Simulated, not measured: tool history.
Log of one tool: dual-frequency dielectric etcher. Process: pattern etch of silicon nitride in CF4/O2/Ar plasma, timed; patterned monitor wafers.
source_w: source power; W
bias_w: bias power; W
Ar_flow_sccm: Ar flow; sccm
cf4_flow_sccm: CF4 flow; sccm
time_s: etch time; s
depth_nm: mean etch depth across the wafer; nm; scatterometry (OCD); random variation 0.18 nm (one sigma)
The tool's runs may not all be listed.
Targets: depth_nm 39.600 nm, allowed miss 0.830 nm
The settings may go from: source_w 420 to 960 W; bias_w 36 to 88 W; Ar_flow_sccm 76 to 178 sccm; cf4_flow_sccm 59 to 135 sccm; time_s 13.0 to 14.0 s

| run | hour | source_w | bias_w | Ar_flow_sccm | cf4_flow_sccm | time_s | depth_nm |
|---|---|---|---|---|---|---|---|
| 1 | 0.0 | 690 | 62 | 127 | 97 | 14.0 | 34.706 |
| 2 | 1.9 | 690 | 62 | 127 | 85 | 14.0 | 34.265 |
| 3 | 7.4 | 570 | 62 | 127 | 85 | 14.0 | 30.654 |
| 4 | 10.2 | 570 | 55 | 127 | 85 | 14.0 | 29.131 |
| 5 | 13.4 | 570 | 62 | 127 | 85 | 14.0 | 30.789 |
| 6 | 14.2 | 570 | 62 | 127 | 75 | 14.0 | 30.173 |
| 7 | 15.1 | 610 | 62 | 127 | 75 | 14.0 | 31.350 |
| 8 | 22.2 | 750 | 64 | 126 | 75 | 14.0 | 36.156 |
| 9 | 25.1 | 770 | 64 | 126 | 75 | 14.0 | 36.783 |
| 10 | 33.3 | 780 | 64 | 126 | 75 | 14.0 | 37.266 |
| 11 | 42.1 | 790 | 64 | 126 | 75 | 14.0 | 36.746 |
| 12 | 50.7 | 800 | 64 | 126 | 75 | 14.0 | 37.679 |
|  | 54.1 | CF4 flow controller replaced |
| 13 | 54.1 | 810 | 64 | 126 | 75 | 14.0 | 38.057 |

Which of these 5 next moves meets every target?
| A | 57.5 | 800 | 62 | 132 | 85 | 14.0 | ? |
| B | 57.5 | 750 | 71 | 141 | 62 | 13.0 | ? |
| C | 57.5 | 860 | 55 | 102 | 74 | 14.0 | ? |
| D | 57.5 | 900 | 64 | 126 | 64 | 14.0 | ? |
| E | 57.5 | 790 | 72 | 145 | 76 | 13.5 | ? |

| move | depth_nm |
|---|---|
| A | 37.682 |
| B | 34.238 |
| C | 37.652 |
| D | 39.837 |
| E | 37.820 |
A: further off than the last run
B: further off than the last run
C: further off than the last run
D: meets every target
E: further off than the last run
Move D is the one to make.
